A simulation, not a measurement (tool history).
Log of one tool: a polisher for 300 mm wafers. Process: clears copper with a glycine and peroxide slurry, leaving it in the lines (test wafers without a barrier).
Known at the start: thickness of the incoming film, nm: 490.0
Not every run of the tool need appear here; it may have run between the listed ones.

run,hour,flow of slurry (ml/min),pressure of the wafer on the pad (kPa),speed of the pad under the wafer (cm/s),overpolish time after the end point (s),time until the end point was called (s),dishing of a wide line in a test structure (Å)
1,0.0,220,20.0,128,16,64.737,660.56
2,5.4,220,20.0,128,19,63.132,740.47
3,12.4,220,16.5,128,19,72.997,656.67
4,16.4,220,16.5,114,19,82.093,641.08
5,21.4,220,16.5,114,21,79.358,680.28
6,23.8,220,16.5,136,21,71.809,707.39
7,27.8,220,19.3,136,22,62.535,822.72
8,28.8,220,20.7,136,22,58.342,879.39
9,29.6,220,21.4,136,22,59.598,888.54
10,30.9,220,22.8,136,22,54.845,928.80
11,33.1,220,22.8,136,22,54.764,921.69

Estimate the outcome of run 12 from the log above:
12,39.9,220,23.4,136,22,?,?

Logged for run 12: time until the end point was called (s) 51.762, dishing of a wide line in a test structure (Å) 932.80.

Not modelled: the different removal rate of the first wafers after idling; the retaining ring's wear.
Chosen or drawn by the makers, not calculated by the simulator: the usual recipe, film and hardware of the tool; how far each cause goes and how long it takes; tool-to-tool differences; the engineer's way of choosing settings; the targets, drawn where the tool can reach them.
